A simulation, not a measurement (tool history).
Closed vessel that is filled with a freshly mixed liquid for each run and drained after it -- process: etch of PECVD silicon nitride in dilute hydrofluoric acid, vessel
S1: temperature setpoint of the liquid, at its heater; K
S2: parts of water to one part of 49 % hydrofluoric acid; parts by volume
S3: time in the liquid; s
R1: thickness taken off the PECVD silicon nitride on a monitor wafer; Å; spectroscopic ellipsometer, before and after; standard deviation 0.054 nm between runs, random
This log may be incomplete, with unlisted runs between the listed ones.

| run | day | S1 | S2 | S3 | R1 |
|---|---|---|---|---|---|
| 1 | 0.000 | 295.15 | 50 | 270 | 178.540 |
| 2 | 0.125 | 294.65 | 50 | 270 | 173.020 |
| 3 | 0.162 | 294.15 | 50 | 270 | 167.230 |
| 4 | 0.238 | 293.65 | 50 | 270 | 163.230 |
| 5 | 0.312 | 293.65 | 40 | 270 | 200.740 |
| 6 | 0.375 | 293.15 | 45 | 270 | 174.820 |
| 7 | 0.612 | 292.65 | 45 | 270 | 167.570 |

Predict the results of run 8:
| 8 | 0.871 | 290.15 | 65 | 265 | ? |

For run 8 the tool returned R1 96.919 Å.
